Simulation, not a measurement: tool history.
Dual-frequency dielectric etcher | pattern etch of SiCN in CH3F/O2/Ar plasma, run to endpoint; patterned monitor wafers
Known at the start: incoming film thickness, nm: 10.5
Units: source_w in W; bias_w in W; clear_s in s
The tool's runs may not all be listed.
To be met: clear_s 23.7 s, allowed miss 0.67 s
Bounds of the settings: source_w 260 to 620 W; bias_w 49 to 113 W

run,day,source_w,bias_w,clear_s
1,0,440,81,26.878
2,0.3,400,81,27.802
3,0.667,430,83,26.707
4,0.858,450,84,26.647
5,0.992,470,87,26.08
6,1.233,470,75,27.289
7,1.5,490,79,26.524
8,1.629,510,82,26.125

5 next moves are on the table. One of them brings every result within its allowed miss. Which?
A,1.758,420,72,?
B,1.758,500,53,?
C,1.758,570,113,?
D,1.758,500,72,?
E,1.758,510,105,?

move,clear_s
A,28.585
B,30.003
C,22.319
D,27.185
E,23.683
A: further off than the last run
B: further off than the last run
C: takes the result that was furthest off past its target
D: further off than the last run
E: meets every target
The right move is E.
